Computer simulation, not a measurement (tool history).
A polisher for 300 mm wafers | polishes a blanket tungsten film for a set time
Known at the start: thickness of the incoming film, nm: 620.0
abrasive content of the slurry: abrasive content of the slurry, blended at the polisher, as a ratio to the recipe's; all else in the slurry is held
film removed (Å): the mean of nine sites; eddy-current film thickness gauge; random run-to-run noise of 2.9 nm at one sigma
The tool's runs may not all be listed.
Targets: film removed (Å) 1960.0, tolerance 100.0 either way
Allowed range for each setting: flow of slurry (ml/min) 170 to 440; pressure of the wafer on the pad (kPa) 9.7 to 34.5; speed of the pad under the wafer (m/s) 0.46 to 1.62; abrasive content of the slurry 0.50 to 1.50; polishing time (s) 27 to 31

run,hour,flow of slurry (ml/min),pressure of the wafer on the pad (kPa),speed of the pad under the wafer (m/s),abrasive content of the slurry,polishing time (s),film removed (Å)
1,0.0,280,22.1,1.04,1.00,31,1506.8
2,1.6,280,17.9,1.04,1.00,31,1373.6
3,4.0,280,20.7,1.06,1.00,31,1479.3
4,6.6,335,20.7,1.06,1.00,31,1544.9
5,14.3,335,22.1,1.08,1.00,31,1603.1
6,20.1,335,22.1,1.08,0.90,31,1523.7
7,23.4,335,23.4,1.10,0.90,31,1632.1
8,25.9,335,24.8,1.10,0.90,31,1707.3
9,32.4,335,25.5,1.10,0.90,31,1703.4

Exercise: of the 5 proposed moves below, exactly one satisfies all targets within the stated allowed misses. Which move is it?
A,38.9,340,25.5,1.04,0.90,31,?
B,38.9,350,27.6,1.16,0.95,31,?
C,38.9,310,30.3,1.30,0.90,31,?
D,38.9,320,29.6,1.34,0.90,31,?
E,38.9,310,19.3,1.62,1.15,31,?

move,film removed (Å)
A,1671.2
B,1948.5
C,2200.9
D,2222.3
E,2126.4
A: its largest miss is bigger than the last run's
B: meets every target
C: takes the biggest miss from the last run beyond its target
D: takes the biggest miss from the last run beyond its target
E: takes the biggest miss from the last run beyond its target
Move B is the one to make.
